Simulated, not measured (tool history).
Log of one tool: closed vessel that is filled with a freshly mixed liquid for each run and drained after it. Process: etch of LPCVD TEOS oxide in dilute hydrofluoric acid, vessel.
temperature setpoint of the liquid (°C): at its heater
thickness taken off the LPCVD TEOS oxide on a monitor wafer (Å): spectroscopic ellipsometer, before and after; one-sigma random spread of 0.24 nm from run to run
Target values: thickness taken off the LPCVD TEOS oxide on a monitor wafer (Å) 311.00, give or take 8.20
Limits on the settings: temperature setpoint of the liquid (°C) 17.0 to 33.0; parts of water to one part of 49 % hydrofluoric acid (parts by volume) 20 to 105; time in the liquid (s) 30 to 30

| run | hour | temperature setpoint of the liquid (°C) | parts of water to one part of 49 % hydrofluoric acid (parts by volume) | time in the liquid (s) | thickness taken off the LPCVD TEOS oxide on a monitor wafer (Å) |
|---|---|---|---|---|---|
| 1 | 0.0 | 25.0 | 55 | 30 | 114.15 |
| 2 | 7.2 | 25.0 | 35 | 30 | 182.12 |
| 3 | 14.0 | 27.0 | 30 | 30 | 230.89 |
| 4 | 22.4 | 28.5 | 30 | 30 | 250.58 |
| 5 | 30.0 | 28.5 | 50 | 30 | 145.41 |
| 6 | 35.3 | 26.5 | 50 | 30 | 133.39 |
| 7 | 41.7 | 30.5 | 25 | 30 | 324.13 |
|  | 46.7 | thermometer replaced |
| 8 | 46.7 | 30.0 | 25 | 30 | 343.89 |
| 9 | 50.7 | 29.5 | 25 | 30 | 336.40 |
| 10 | 53.0 | 29.0 | 25 | 30 | 334.57 |

Below are 4 possible settings for the next run. Only one of them brings all results inside the allowed miss of their targets. Which is it?
| A | 55.3 | 30.0 | 30 | 30 | ? |
| B | 55.3 | 31.0 | 30 | 30 | ? |
| C | 55.3 | 28.5 | 25 | 30 | ? |
| D | 55.3 | 32.0 | 30 | 30 | ? |

| move | thickness taken off the LPCVD TEOS oxide on a monitor wafer (Å) |
|---|---|
| A | 285.76 |
| B | 297.39 |
| C | 325.30 |
| D | 309.40 |
A: takes the result that was furthest off past its target
B: takes the result that was furthest off past its target
C: closes in on the targets versus the last run, not all within tolerance yet
D: hits every target within its allowed miss
Move D is the one to make.
